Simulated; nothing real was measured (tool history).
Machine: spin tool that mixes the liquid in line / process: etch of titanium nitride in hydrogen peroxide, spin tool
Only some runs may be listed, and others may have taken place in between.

run	hour	temperature setpoint of the liquid (°C)	concentration of hydrogen peroxide in the mixed liquid (% by weight)	time under the liquid (s)	thickness taken off the titanium nitride on a monitor wafer (angstrom)
1	0.0	53.0	19.0	80	56.543
2	7.7	53.0	15.5	80	53.628
3	13.7	53.5	15.5	80	55.361
4	17.8	53.5	13.5	80	53.988
5	20.3	54.0	13.5	80	55.529
6	21.1	54.5	13.5	80	57.557
7	28.8	55.0	13.5	80	61.391
8	29.9	55.5	13.5	80	61.658

What does the tool deliver on the next run?
9	31.2	56.0	13.5	80	?

{"run 9": {"thickness taken off the titanium nitride on a monitor wafer (angstrom)": 65.363}}
